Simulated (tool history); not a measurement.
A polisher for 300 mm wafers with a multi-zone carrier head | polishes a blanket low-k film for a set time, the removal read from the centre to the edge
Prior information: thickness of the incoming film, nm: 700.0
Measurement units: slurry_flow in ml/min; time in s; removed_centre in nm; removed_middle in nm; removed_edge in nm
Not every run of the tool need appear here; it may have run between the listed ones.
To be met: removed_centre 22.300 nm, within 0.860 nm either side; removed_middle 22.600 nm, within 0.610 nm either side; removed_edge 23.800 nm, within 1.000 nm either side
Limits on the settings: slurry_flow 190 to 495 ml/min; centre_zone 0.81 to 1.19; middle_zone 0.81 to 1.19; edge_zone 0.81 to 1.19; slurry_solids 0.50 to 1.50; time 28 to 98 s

Run 1, hour 0.0: slurry_flow 320 ml/min, centre_zone 1.00, middle_zone 1.00, edge_zone 1.00, slurry_solids 1.00, time 63 s. Result: removed_centre 14.934 nm, removed_middle 15.183 nm, removed_edge 15.461 nm.
Run 2, hour 3.4: slurry_flow 320 ml/min, centre_zone 1.01, middle_zone 1.01, edge_zone 1.03, slurry_solids 1.10, time 65 s. Result: removed_centre 16.355 nm, removed_middle 16.533 nm, removed_edge 16.862 nm.
Run 3, hour 11.9: slurry_flow 320 ml/min, centre_zone 1.01, middle_zone 1.01, edge_zone 1.06, slurry_solids 1.20, time 67 s. Result: removed_centre 17.815 nm, removed_middle 17.475 nm, removed_edge 17.990 nm.
Run 4, hour 14.8: slurry_flow 390 ml/min, centre_zone 1.01, middle_zone 1.01, edge_zone 1.06, slurry_solids 1.20, time 67 s. Result: removed_centre 17.682 nm, removed_middle 17.758 nm, removed_edge 18.867 nm.
Run 5, hour 22.0: slurry_flow 410 ml/min, centre_zone 1.02, middle_zone 1.03, edge_zone 1.08, slurry_solids 1.25, time 68 s. Result: removed_centre 18.671 nm, removed_middle 18.628 nm, removed_edge 19.413 nm.
Run 6, hour 26.3: slurry_flow 410 ml/min, centre_zone 1.02, middle_zone 1.03, edge_zone 1.14, slurry_solids 1.25, time 68 s. Result: removed_centre 18.393 nm, removed_middle 18.902 nm, removed_edge 20.180 nm.
Run 7, hour 32.3: slurry_flow 415 ml/min, centre_zone 1.03, middle_zone 1.04, edge_zone 1.15, slurry_solids 1.30, time 69 s. Result: removed_centre 19.572 nm, removed_middle 19.385 nm, removed_edge 20.505 nm.
Run 8, hour 40.4: slurry_flow 425 ml/min, centre_zone 1.02, middle_zone 1.05, edge_zone 1.16, slurry_solids 1.35, time 70 s. Result: removed_centre 19.672 nm, removed_middle 20.096 nm, removed_edge 21.284 nm.
Run 9, hour 44.0: slurry_flow 430 ml/min, centre_zone 1.02, middle_zone 1.06, edge_zone 1.17, slurry_solids 1.40, time 71 s. Result: removed_centre 20.378 nm, removed_middle 20.647 nm, removed_edge 21.833 nm.
Run 10, hour 52.2: slurry_flow 435 ml/min, centre_zone 1.02, middle_zone 1.06, edge_zone 1.17, slurry_solids 1.40, time 72 s. Result: removed_centre 20.389 nm, removed_middle 20.951 nm, removed_edge 22.214 nm.
Run 11, hour 53.1: slurry_flow 435 ml/min, centre_zone 1.02, middle_zone 1.06, edge_zone 1.17, slurry_solids 1.40, time 73 s. Result: removed_centre 20.770 nm, removed_middle 21.130 nm, removed_edge 22.378 nm.
Run 12, hour 57.7: slurry_flow 440 ml/min, centre_zone 1.02, middle_zone 1.06, edge_zone 1.17, slurry_solids 1.40, time 74 s. Result: removed_centre 21.400 nm, removed_middle 21.499 nm, removed_edge 22.808 nm.

Which of these 5 next moves meets every target?
Run A, hour 62.3: slurry_flow 380 ml/min, centre_zone 0.97, middle_zone 1.09, edge_zone 1.19, slurry_solids 1.30, time 79 s. Result: removed_centre ?, removed_middle ?, removed_edge ?.
Run B, hour 62.3: slurry_flow 495 ml/min, centre_zone 0.94, middle_zone 1.13, edge_zone 1.17, slurry_solids 1.25, time 76 s. Result: removed_centre ?, removed_middle ?, removed_edge ?.
Run C, hour 62.3: slurry_flow 480 ml/min, centre_zone 1.03, middle_zone 0.93, edge_zone 1.19, slurry_solids 1.50, time 74 s. Result: removed_centre ?, removed_middle ?, removed_edge ?.
Run D, hour 62.3: slurry_flow 355 ml/min, centre_zone 0.95, middle_zone 1.10, edge_zone 1.14, slurry_solids 1.25, time 82 s. Result: removed_centre ?, removed_middle ?, removed_edge ?.
Run E, hour 62.3: slurry_flow 430 ml/min, centre_zone 1.02, middle_zone 1.06, edge_zone 1.17, slurry_solids 1.50, time 75 s. Result: removed_centre ?, removed_middle ?, removed_edge ?.

move  removed_centre  removed_middle  removed_edge
   A          20.658          22.543        23.841
   B          19.346          22.176        22.693
   C          22.081          20.877        23.905
   D          20.542          23.021        23.718
   E          21.996          22.459        23.854
A: corrects the largest miss of the last run, while another result sits out of spec
B: corrects the largest miss of the last run, while another result sits out of spec
C: further off than the last run
D: corrects the largest miss of the last run, while another result sits out of spec
E: meets every target
Correct choice: E, which meets every target
